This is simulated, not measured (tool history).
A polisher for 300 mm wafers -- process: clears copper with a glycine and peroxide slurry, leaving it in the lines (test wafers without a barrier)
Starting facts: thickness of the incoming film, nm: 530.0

run	day	flow of slurry (ml/min)	pressure of the wafer on the pad (psi)	speed of the pad under the wafer (cm/s)	overpolish time after the end point (s)	time until the end point was called (s)	dishing of a wide line in a test structure (nm)
1	0	180	1.8	76	12	171.24	23.585
2	0.317	180	1.8	76	9	167.29	17.754
3	0.525	175	1.6	78	8	178.67	15.108
4	0.879	175	1.6	78	6	178.29	11.411
5	1.2	190	1.6	78	6	176.41	11.986
6	1.433	160	1.6	78	6	185.58	11.524
7	1.579	175	1.4	84	6	182.34	10.837
8	1.942	175	1.3	88	6	187.33	10.705

Run 9 comes next. What will it give?
9	2.092	180	1.2	96	6	?	?

time until the end point was called (s): 188.41
dishing of a wide line in a test structure (nm): 10.676
